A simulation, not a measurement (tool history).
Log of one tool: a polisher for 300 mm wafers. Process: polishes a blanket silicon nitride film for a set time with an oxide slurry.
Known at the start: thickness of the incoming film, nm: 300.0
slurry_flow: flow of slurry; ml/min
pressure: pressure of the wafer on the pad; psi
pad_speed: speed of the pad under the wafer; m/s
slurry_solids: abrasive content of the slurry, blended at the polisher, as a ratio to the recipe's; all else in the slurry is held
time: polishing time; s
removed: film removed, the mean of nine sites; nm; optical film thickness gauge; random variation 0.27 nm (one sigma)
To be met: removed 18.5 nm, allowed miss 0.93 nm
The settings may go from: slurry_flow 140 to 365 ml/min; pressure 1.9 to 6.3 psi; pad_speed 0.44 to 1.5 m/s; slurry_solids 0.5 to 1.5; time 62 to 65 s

run 1 hour=0 | slurry_flow=235 pressure=4.1 pad_speed=0.96 slurry_solids=1 time=62 | removed=36.724
run 2 hour=3.2 | slurry_flow=235 pressure=4.1 pad_speed=0.96 slurry_solids=1 time=62 | removed=36.318
run 3 hour=5.4 | slurry_flow=210 pressure=4.1 pad_speed=0.96 slurry_solids=1 time=62 | removed=37.659
run 4 hour=13.3 | slurry_flow=210 pressure=4.6 pad_speed=0.96 slurry_solids=1 time=62 | removed=41.498
run 5 hour=20.7 | slurry_flow=210 pressure=4.6 pad_speed=0.96 slurry_solids=1 time=65 | removed=43.211
run 6 hour=26.7 | slurry_flow=210 pressure=4.6 pad_speed=0.84 slurry_solids=1 time=65 | removed=38.337
run 7 hour=33 | slurry_flow=210 pressure=4.4 pad_speed=0.82 slurry_solids=1 time=65 | removed=36.19
-- hour=41 worn pad replaced by a new one
run 8 hour=41 | slurry_flow=210 pressure=4.2 pad_speed=0.8 slurry_solids=1 time=65 | removed=40.972
run 9 hour=44.2 | slurry_flow=225 pressure=4 pad_speed=0.76 slurry_solids=0.95 time=65 | removed=35.775
run 10 hour=52.6 | slurry_flow=225 pressure=2.9 pad_speed=0.6 slurry_solids=0.95 time=65 | removed=21.468
run 11 hour=61.6 | slurry_flow=225 pressure=2.6 pad_speed=0.6 slurry_solids=0.95 time=65 | removed=19.917

5 next moves are on the table. One of them brings every result within its allowed miss. Which?
run A hour=70.6 | slurry_flow=220 pressure=2.2 pad_speed=0.62 slurry_solids=1.15 time=64 | removed=?
run B hour=70.6 | slurry_flow=230 pressure=2.7 pad_speed=0.7 slurry_solids=0.95 time=65 | removed=?
run C hour=70.6 | slurry_flow=200 pressure=4.2 pad_speed=0.44 slurry_solids=0.8 time=65 | removed=?
run D hour=70.6 | slurry_flow=175 pressure=2.9 pad_speed=0.62 slurry_solids=0.95 time=65 | removed=?
run E hour=70.6 | slurry_flow=185 pressure=3 pad_speed=0.78 slurry_solids=0.7 time=65 | removed=?

move=A removed=18.571
move=B removed=22.973
move=C removed=21.802
move=D removed=21.9
move=E removed=22.581
A: meets every target
B: further off than the last run
C: further off than the last run
D: further off than the last run
E: further off than the last run
The right move is A.
